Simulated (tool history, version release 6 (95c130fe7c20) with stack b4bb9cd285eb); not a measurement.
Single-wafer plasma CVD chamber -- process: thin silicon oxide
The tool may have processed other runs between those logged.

run,hour,heater temperature setpoint (°C),chamber pressure (mTorr),RF power (kW),deposition time (s),mean film thickness on the monitor wafer (nm)
1,0.0,420,756,0.340,5.63,8.9667
2,8.1,420,770,0.340,5.63,9.1682
3,9.9,420,782,0.340,5.63,9.3558
4,10.7,420,791,0.340,5.63,9.4245
5,17.6,420,800,0.340,5.63,9.5582
6,25.6,420,807,0.340,5.63,9.6537
7,32.0,420,813,0.340,5.63,9.5962
8,37.4,420,821,0.340,5.63,9.7437
9,41.2,420,827,0.340,5.63,9.8329
10,47.9,420,832,0.340,5.63,9.8795
11,49.0,420,837,0.340,5.63,9.8927
12,52.1,420,842,0.340,5.63,9.9998
13,59.1,420,845,0.340,5.63,9.9546

Predict the results of run 14:
14,64.5,420,849,0.340,5.63,?

Run 14 came out at mean film thickness on the monitor wafer (nm) 10.0530.
